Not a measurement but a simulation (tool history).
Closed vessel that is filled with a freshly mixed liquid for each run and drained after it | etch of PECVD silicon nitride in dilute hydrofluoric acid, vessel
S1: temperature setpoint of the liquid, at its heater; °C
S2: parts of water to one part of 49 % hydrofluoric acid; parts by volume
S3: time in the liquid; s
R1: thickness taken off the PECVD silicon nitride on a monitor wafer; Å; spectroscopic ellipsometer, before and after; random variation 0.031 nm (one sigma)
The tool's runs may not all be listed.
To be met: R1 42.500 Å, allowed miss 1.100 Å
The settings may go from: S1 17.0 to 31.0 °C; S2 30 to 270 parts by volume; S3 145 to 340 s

run	hour	S1	S2	S3	R1
1	0.0	23.0	150	340	68.800
2	2.1	22.0	155	340	62.940
3	6.2	21.0	160	340	57.521
4	9.2	21.0	160	145	24.227
5	13.5	21.0	160	145	24.427
6	20.7	18.0	160	145	19.913
7	27.7	19.0	160	145	21.051
8	33.4	23.0	155	145	28.677
9	38.3	24.5	155	145	31.568
10	40.2	25.5	155	145	33.583

4 next moves are on the table. One of them brings every result within its allowed miss. Which?
A	42.1	23.5	235	325	?
B	42.1	24.0	215	300	?
C	42.1	26.0	235	270	?
D	42.1	20.0	165	290	?

move	R1
A	44.042
B	45.809
C	42.721
D	44.324
A: takes the result that was furthest off past its target
B: takes the result that was furthest off past its target
C: meets every target
D: takes the result that was furthest off past its target
Move C is the one to make.

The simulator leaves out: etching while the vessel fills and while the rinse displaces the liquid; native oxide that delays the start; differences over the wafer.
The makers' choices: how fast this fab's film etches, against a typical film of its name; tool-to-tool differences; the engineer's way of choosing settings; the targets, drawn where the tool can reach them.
